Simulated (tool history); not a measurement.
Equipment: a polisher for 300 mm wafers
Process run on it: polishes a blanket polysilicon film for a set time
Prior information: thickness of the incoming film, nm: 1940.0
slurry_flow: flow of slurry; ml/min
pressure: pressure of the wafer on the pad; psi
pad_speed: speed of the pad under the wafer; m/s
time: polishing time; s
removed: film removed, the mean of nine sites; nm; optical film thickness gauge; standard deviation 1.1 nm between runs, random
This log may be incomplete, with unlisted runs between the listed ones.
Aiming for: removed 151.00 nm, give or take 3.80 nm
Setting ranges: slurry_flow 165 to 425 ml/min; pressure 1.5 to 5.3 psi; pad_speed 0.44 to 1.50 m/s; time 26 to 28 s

run  hour  slurry_flow  pressure  pad_speed  time  removed
  1   0.0          275       3.4       0.96    28   268.92
  2   6.7          270       2.8       0.96    28   225.93
  3  14.5          270       2.8       0.76    28   179.12
  4  20.5          265       2.6       0.76    28   168.62
  5  28.1          260       2.5       0.76    28   164.26
  6  32.3          260       2.5       0.60    28   128.41
  7  35.2          280       3.1       0.60    28   157.44
  8  39.6          275       3.1       0.60    28   157.18
  9  44.6          270       3.1       0.60    28   158.09

Which one of the following 4 next-run settings gets every result inside its allowed miss? There is exactly one.
  A  49.6          210       2.4       0.72    27        ?
  B  49.6          380       2.7       0.66    26        ?
  C  49.6          220       3.1       0.64    27        ?
  D  49.6          275       3.1       0.62    26        ?

move  removed
   A   141.17
   B   145.13
   C   158.63
   D   151.00
A: carries the result that was furthest off beyond its target, to the other side
B: carries the result that was furthest off beyond its target, to the other side
C: its largest miss is bigger than the last run's
D: all results land within tolerance of their targets
Correct choice: D, which meets every target
